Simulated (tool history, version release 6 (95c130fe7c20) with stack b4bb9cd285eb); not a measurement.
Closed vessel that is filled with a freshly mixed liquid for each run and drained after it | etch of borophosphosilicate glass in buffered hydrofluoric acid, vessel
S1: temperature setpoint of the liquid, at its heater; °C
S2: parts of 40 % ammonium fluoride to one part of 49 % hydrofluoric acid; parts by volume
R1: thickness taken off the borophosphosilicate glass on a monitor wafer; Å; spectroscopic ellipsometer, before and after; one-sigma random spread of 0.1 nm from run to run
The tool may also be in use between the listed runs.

Run 1, hour 0: S1 21 °C, S2 11.5 parts by volume, time in the liquid (s) 30. Result: R1 234.29 Å.
Run 2, hour 6: S1 20 °C, S2 12 parts by volume, time in the liquid (s) 30. Result: R1 212.59 Å.
Run 3, hour 6.8: S1 19 °C, S2 12.5 parts by volume, time in the liquid (s) 30. Result: R1 192.55 Å.
Run 4, hour 12.8: S1 18.5 °C, S2 13 parts by volume, time in the liquid (s) 30. Result: R1 180.05 Å.
Run 5, hour 16.5: S1 18.5 °C, S2 13 parts by volume, time in the liquid (s) 30. Result: R1 180.47 Å.
Run 6, hour 23.2: S1 18.5 °C, S2 10 parts by volume, time in the liquid (s) 30. Result: R1 233.34 Å.
Run 7, hour 24.9: S1 18 °C, S2 11 parts by volume, time in the liquid (s) 30. Result: R1 206.03 Å.

Run 8, settings as shown, results not yet in. Your forecast:
Run 8, hour 32.3: S1 17.5 °C, S2 11.5 parts by volume, time in the liquid (s) 30. Result: R1 ?.

{"run 8": {"R1": 192.93}}

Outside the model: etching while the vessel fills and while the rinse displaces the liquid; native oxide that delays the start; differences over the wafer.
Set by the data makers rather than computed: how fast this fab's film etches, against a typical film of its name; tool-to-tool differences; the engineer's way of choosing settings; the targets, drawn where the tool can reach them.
